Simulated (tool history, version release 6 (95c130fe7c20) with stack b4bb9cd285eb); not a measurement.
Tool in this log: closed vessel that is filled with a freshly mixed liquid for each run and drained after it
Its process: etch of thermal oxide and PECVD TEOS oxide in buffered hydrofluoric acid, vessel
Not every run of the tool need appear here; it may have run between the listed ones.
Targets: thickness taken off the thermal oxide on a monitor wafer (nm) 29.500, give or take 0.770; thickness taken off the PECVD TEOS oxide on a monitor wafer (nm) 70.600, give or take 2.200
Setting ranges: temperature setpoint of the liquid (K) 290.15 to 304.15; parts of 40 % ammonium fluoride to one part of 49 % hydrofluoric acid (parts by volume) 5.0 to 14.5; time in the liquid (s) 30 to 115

run  hour  temperature setpoint of the liquid (K)  parts of 40 % ammonium fluoride to one part of 49 % hydrofluoric acid (parts by volume)  time in the liquid (s)  thickness taken off the thermal oxide on a monitor wafer (nm)  thickness taken off the PECVD TEOS oxide on a monitor wafer (nm)
  1   0.0                                  296.15                                                                                      9.0                      60                                                         59.410                                                           140.630
  2   4.8                                  299.65                                                                                      9.0                      60                                                         71.162                                                           169.290
  3  12.5                                  299.65                                                                                      9.0                      75                                                         88.980                                                           212.950
  4  20.9                                  303.15                                                                                      9.0                      75                                                        107.510                                                           256.540
  5  21.8                                  303.15                                                                                      9.0                      60                                                         85.535                                                           204.190
  6  23.1                                  299.65                                                                                     10.0                      60                                                         67.227                                                           160.950
  7  26.9                                  297.15                                                                                     11.0                      60                                                         53.521                                                           128.920
  8  34.8                                  297.15                                                                                     11.0                      60                                                         54.128                                                           125.940
  9  37.7                                  295.65                                                                                     11.5                      60                                                         46.773                                                           113.070
 10  44.1                                  294.15                                                                                     12.0                      60                                                         40.905                                                            98.487
 11  47.8                                  294.15                                                                                     12.0                      60                                                         41.386                                                            99.676
 12  51.5                                  293.15                                                                                     12.5                      60                                                         37.606                                                            89.498
 13  53.6                                  292.15                                                                                     12.5                      60                                                         35.722                                                            86.004
 14  61.6                                  291.65                                                                                     13.0                      60                                                         32.722                                                            80.192

4 next moves are on the table. One of them brings every result within its allowed miss. Which?
  A  69.6                                  293.15                                                                                     13.5                      55                                                              ?                                                                 ?
  B  69.6                                  293.65                                                                                     13.0                      45                                                              ?                                                                 ?
  C  69.6                                  291.15                                                                                     13.0                      55                                                              ?                                                                 ?
  D  69.6                                  290.15                                                                                     14.5                      70                                                              ?                                                                 ?

move  thickness taken off the thermal oxide on a monitor wafer (nm)  thickness taken off the PECVD TEOS oxide on a monitor wafer (nm)
   A                                                         32.137                                                            76.509
   B                                                         28.060                                                            66.801
   C                                                         29.791                                                            70.923
   D                                                         32.173                                                            76.594
A: an improvement on the last run, though not all results are within tolerance
B: takes the result that was furthest off past its target
C: all results land within tolerance of their targets
D: an improvement on the last run, though not all results are within tolerance
Go with C: it meets all targets.
